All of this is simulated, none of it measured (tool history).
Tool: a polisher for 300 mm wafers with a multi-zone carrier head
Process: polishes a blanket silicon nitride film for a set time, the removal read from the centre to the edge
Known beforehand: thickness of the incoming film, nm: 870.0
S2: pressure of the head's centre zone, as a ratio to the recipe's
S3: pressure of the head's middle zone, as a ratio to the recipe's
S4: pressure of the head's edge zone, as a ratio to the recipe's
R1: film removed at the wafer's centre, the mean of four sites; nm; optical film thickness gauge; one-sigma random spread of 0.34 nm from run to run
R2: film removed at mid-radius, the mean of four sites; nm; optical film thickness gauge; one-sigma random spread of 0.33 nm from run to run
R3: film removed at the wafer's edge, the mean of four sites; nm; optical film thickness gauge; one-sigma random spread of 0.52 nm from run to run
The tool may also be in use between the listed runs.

Run 1, day 0.000: flow of slurry (ml/min) 305, S2 1.00, S3 1.00, S4 1.00, polishing time (s) 30. Result: R1 66.436 nm, R2 66.272 nm, R3 64.016 nm.
Run 2, day 0.175: flow of slurry (ml/min) 305, S2 1.00, S3 1.00, S4 1.08, polishing time (s) 30. Result: R1 66.252 nm, R2 66.618 nm, R3 66.901 nm.
Run 3, day 0.217: flow of slurry (ml/min) 235, S2 1.00, S3 1.00, S4 1.08, polishing time (s) 30. Result: R1 65.457 nm, R2 64.797 nm, R3 67.414 nm.
Run 4, day 0.421: flow of slurry (ml/min) 185, S2 1.00, S3 1.00, S4 1.08, polishing time (s) 30. Result: R1 63.696 nm, R2 63.549 nm, R3 64.784 nm.
Run 5, day 0.717: flow of slurry (ml/min) 185, S2 1.00, S3 1.00, S4 1.00, polishing time (s) 30. Result: R1 63.049 nm, R2 62.808 nm, R3 62.469 nm.
Run 6, day 0.958: flow of slurry (ml/min) 185, S2 1.00, S3 1.00, S4 1.00, polishing time (s) 30. Result: R1 61.799 nm, R2 64.054 nm, R3 63.358 nm.
Run 7, day 1.012: flow of slurry (ml/min) 195, S2 0.96, S3 0.99, S4 0.97, polishing time (s) 29. Result: R1 58.693 nm, R2 60.966 nm, R3 60.660 nm.
Run 8, day 1.167: flow of slurry (ml/min) 195, S2 0.92, S3 1.00, S4 0.95, polishing time (s) 28. Result: R1 54.378 nm, R2 60.422 nm, R3 57.602 nm.
Run 9, day 1.408: flow of slurry (ml/min) 190, S2 0.89, S3 0.99, S4 0.95, polishing time (s) 27. Result: R1 50.459 nm, R2 56.839 nm, R3 55.668 nm.

What does the tool deliver on the next run?
Run 10, day 1.742: flow of slurry (ml/min) 190, S2 0.81, S3 1.00, S4 0.88, polishing time (s) 25. Result: R1 ?, R2 ?, R3 ?.

R1: 42.715 nm
R2: 53.633 nm
R3: 49.091 nm
